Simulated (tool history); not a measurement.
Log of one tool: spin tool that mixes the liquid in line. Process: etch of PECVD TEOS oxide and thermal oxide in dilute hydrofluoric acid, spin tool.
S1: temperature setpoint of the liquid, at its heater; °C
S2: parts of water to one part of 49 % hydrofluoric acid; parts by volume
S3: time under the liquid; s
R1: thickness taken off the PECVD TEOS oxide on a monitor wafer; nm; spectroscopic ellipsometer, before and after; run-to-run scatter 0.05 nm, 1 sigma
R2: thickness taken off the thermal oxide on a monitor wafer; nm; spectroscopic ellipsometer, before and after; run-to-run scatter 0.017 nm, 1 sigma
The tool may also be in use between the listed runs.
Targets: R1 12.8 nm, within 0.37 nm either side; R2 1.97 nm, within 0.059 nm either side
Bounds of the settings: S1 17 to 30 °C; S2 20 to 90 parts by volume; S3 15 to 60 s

| run | hour | S1 | S2 | S3 | R1 | R2 |
|---|---|---|---|---|---|---|
| 1 | 0 | 22 | 50 | 30 | 16.766 | 2.5702 |
| 2 | 2.3 | 19 | 50 | 30 | 14.574 | 2.2616 |
| 3 | 10.2 | 18.5 | 50 | 30 | 14.269 | 2.2129 |
| 4 | 19 | 17.5 | 50 | 30 | 13.727 | 2.1068 |
| 5 | 22.6 | 17 | 50 | 30 | 13.451 | 2.0487 |
| 6 | 26.5 | 17 | 60 | 30 | 11.034 | 1.7048 |
| 7 | 27.4 | 17.5 | 60 | 30 | 11.323 | 1.7426 |
| 8 | 31.1 | 18 | 60 | 30 | 11.486 | 1.7629 |
| 9 | 33.6 | 18.5 | 60 | 30 | 11.818 | 1.8197 |
| 10 | 40.6 | 19 | 60 | 30 | 11.994 | 1.8339 |
| 11 | 48.5 | 19.5 | 60 | 30 | 12.221 | 1.9095 |

Which single option among these 4 for the next run brings every result within its allowed miss of target? Just one does.
| A | 56.4 | 19 | 70 | 40 | ? | ? |
| B | 56.4 | 22.5 | 70 | 35 | ? | ? |
| C | 56.4 | 18 | 60 | 35 | ? | ? |
| D | 56.4 | 18.5 | 55 | 30 | ? | ? |

| move | R1 | R2 |
|---|---|---|
| A | 13.573 | 2.1106 |
| B | 13.74 | 2.1365 |
| C | 13.431 | 2.0884 |
| D | 12.904 | 2.0065 |
A: takes the result that was furthest off past its target
B: takes the result that was furthest off past its target
C: takes the result that was furthest off past its target
D: all results in spec
The right move is D.

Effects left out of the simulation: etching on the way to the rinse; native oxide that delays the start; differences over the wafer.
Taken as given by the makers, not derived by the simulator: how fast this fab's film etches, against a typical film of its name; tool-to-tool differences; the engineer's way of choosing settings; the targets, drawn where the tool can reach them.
